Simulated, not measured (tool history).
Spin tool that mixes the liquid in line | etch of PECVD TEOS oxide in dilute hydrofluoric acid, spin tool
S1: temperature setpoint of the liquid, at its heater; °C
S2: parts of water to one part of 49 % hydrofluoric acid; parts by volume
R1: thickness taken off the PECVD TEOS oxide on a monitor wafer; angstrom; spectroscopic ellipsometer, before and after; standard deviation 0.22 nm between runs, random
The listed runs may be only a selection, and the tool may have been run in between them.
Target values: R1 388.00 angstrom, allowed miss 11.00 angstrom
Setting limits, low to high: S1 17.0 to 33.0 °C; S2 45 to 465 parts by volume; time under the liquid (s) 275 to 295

Run 1, hour 0.0: S1 25.0 °C, S2 255 parts by volume, time under the liquid (s) 275. Result: R1 213.93 angstrom.
Run 2, hour 7.2: S1 25.0 °C, S2 255 parts by volume, time under the liquid (s) 275. Result: R1 215.55 angstrom.
Run 3, hour 14.5: S1 25.0 °C, S2 255 parts by volume, time under the liquid (s) 275. Result: R1 214.36 angstrom.
Run 4, hour 21.9: S1 25.0 °C, S2 185 parts by volume, time under the liquid (s) 275. Result: R1 318.47 angstrom.
Run 5, hour 30.1: S1 25.0 °C, S2 185 parts by volume, time under the liquid (s) 275. Result: R1 322.58 angstrom.
Run 6, hour 36.7: S1 27.0 °C, S2 185 parts by volume, time under the liquid (s) 275. Result: R1 341.49 angstrom.
Run 7, hour 38.8: S1 27.5 °C, S2 185 parts by volume, time under the liquid (s) 275. Result: R1 349.48 angstrom.
Run 8, hour 41.2: S1 28.0 °C, S2 185 parts by volume, time under the liquid (s) 275. Result: R1 359.62 angstrom.
Run 9, hour 44.1: S1 28.5 °C, S2 185 parts by volume, time under the liquid (s) 275. Result: R1 363.23 angstrom.

Of the 4 settings listed for the next run, only one would bring every result within its allowed miss of target. Which one?
Run A, hour 47.0: S1 29.0 °C, S2 200 parts by volume, time under the liquid (s) 275. Result: R1 ?.
Run B, hour 47.0: S1 29.5 °C, S2 190 parts by volume, time under the liquid (s) 275. Result: R1 ?.
Run C, hour 47.0: S1 30.5 °C, S2 220 parts by volume, time under the liquid (s) 295. Result: R1 ?.
Run D, hour 47.0: S1 27.5 °C, S2 180 parts by volume, time under the liquid (s) 295. Result: R1 ?.

move      R1
   A  334.00
   B  362.42
   C  333.76
   D  387.75
A: the biggest miss grows against the last run
B: no better and no worse than the last run
C: the biggest miss grows against the last run
D: all results land within tolerance of their targets
Move D is the one to make.

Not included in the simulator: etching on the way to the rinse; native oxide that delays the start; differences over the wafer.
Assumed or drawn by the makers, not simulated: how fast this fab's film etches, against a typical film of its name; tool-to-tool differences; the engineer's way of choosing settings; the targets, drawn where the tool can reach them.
